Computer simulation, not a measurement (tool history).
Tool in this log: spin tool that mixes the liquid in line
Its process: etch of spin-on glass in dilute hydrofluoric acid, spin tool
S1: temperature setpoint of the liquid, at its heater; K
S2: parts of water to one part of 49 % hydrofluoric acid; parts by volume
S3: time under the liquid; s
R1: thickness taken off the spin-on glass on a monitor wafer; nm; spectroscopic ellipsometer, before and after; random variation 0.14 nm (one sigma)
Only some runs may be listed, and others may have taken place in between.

run  hour      S1   S2   S3      R1
  1     0  297.15  295  285  23.957
  2   1.4  296.65  300  285  23.704
  3   8.4  296.65  300  285  23.167
  4    15  296.65  255  285  28.752
  5  15.6  296.65  255  285  28.519
  6  22.2  296.65  255  285  29.148
  7  24.6  296.15  265  285  26.991

Run 8 comes next. What will it give?
  8  30.9  295.65  275  285   ?

Run 8 produced R1 25.193 nm.

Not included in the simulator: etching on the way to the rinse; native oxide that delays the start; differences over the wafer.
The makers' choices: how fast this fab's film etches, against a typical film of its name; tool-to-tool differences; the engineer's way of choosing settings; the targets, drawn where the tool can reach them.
